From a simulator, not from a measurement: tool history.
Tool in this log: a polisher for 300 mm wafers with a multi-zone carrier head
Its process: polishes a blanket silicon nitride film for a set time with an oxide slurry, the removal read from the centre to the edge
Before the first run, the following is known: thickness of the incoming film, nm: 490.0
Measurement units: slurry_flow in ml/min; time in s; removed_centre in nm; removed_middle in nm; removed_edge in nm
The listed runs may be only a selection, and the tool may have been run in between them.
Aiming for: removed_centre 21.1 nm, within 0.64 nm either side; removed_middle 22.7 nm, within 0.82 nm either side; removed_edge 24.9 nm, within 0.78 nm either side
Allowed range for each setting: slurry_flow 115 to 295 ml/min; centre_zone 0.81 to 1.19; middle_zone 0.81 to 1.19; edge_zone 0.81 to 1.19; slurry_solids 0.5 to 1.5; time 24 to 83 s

run 1 day=0 | slurry_flow=190 centre_zone=1 middle_zone=1 edge_zone=1 slurry_solids=1 time=53 | removed_centre=29.7 removed_middle=32.367 removed_edge=32.471
run 2 day=0.171 | slurry_flow=185 centre_zone=0.98 middle_zone=0.97 edge_zone=0.98 slurry_solids=0.95 time=53 | removed_centre=28.369 removed_middle=30.68 removed_edge=31.322
run 3 day=0.338 | slurry_flow=185 centre_zone=0.98 middle_zone=0.97 edge_zone=0.91 slurry_solids=0.95 time=53 | removed_centre=28.18 removed_middle=31.121 removed_edge=30.12
run 4 day=0.679 | slurry_flow=185 centre_zone=1.06 middle_zone=0.97 edge_zone=0.91 slurry_solids=0.95 time=53 | removed_centre=31.126 removed_middle=30.34 removed_edge=30.098
run 5 day=0.958 | slurry_flow=185 centre_zone=1.03 middle_zone=0.97 edge_zone=0.91 slurry_solids=0.95 time=53 | removed_centre=29.121 removed_middle=30.756 removed_edge=30.199
-- day=1.067 centre zone pressure recalibrated
run 6 day=1.067 | slurry_flow=175 centre_zone=1.01 middle_zone=0.94 edge_zone=0.91 slurry_solids=0.9 time=53 | removed_centre=30.393 removed_middle=28.821 removed_edge=29.385
run 7 day=1.342 | slurry_flow=185 centre_zone=0.97 middle_zone=0.94 edge_zone=0.94 slurry_solids=0.85 time=52 | removed_centre=28.143 removed_middle=27.091 removed_edge=28.376
run 8 day=1.454 | slurry_flow=185 centre_zone=0.94 middle_zone=0.95 edge_zone=0.96 slurry_solids=0.8 time=51 | removed_centre=25.784 removed_middle=26.61 removed_edge=26.941
run 9 day=1.521 | slurry_flow=180 centre_zone=0.92 middle_zone=0.95 edge_zone=0.99 slurry_solids=0.8 time=50 | removed_centre=24.575 removed_middle=25.438 removed_edge=26.733
run 10 day=1.812 | slurry_flow=135 centre_zone=0.82 middle_zone=0.89 edge_zone=0.95 slurry_solids=0.75 time=50 | removed_centre=19.142 removed_middle=21.259 removed_edge=23.571
run 11 day=1.929 | slurry_flow=145 centre_zone=0.82 middle_zone=0.89 edge_zone=0.95 slurry_solids=0.75 time=50 | removed_centre=19.546 removed_middle=22.048 removed_edge=24.362
run 12 day=2.2 | slurry_flow=150 centre_zone=0.83 middle_zone=0.89 edge_zone=0.95 slurry_solids=0.75 time=50 | removed_centre=20.109 removed_middle=21.676 removed_edge=24.261

Below are 4 possible settings for the next run. Only one of them brings all results inside the allowed miss of their targets. Which is it?
run A day=2.471 | slurry_flow=160 centre_zone=0.82 middle_zone=0.87 edge_zone=0.91 slurry_solids=0.7 time=55 | removed_centre=? removed_middle=? removed_edge=?
run B day=2.471 | slurry_flow=125 centre_zone=0.81 middle_zone=0.92 edge_zone=0.94 slurry_solids=0.8 time=49 | removed_centre=? removed_middle=? removed_edge=?
run C day=2.471 | slurry_flow=130 centre_zone=0.81 middle_zone=0.87 edge_zone=0.86 slurry_solids=1.1 time=42 | removed_centre=? removed_middle=? removed_edge=?
run D day=2.471 | slurry_flow=150 centre_zone=0.86 middle_zone=0.89 edge_zone=0.91 slurry_solids=0.65 time=54 | removed_centre=? removed_middle=? removed_edge=?

move=A removed_centre=20.797 removed_middle=22.737 removed_edge=25.124
move=B removed_centre=18.943 removed_middle=22.124 removed_edge=24.087
move=C removed_centre=19.943 removed_middle=22.215 removed_edge=24.257
move=D removed_centre=19.828 removed_middle=21.081 removed_edge=22.947
A: in spec on every target
B: the biggest miss grows against the last run
C: the biggest miss grows against the last run
D: the biggest miss grows against the last run
Correct choice: A, which meets every target
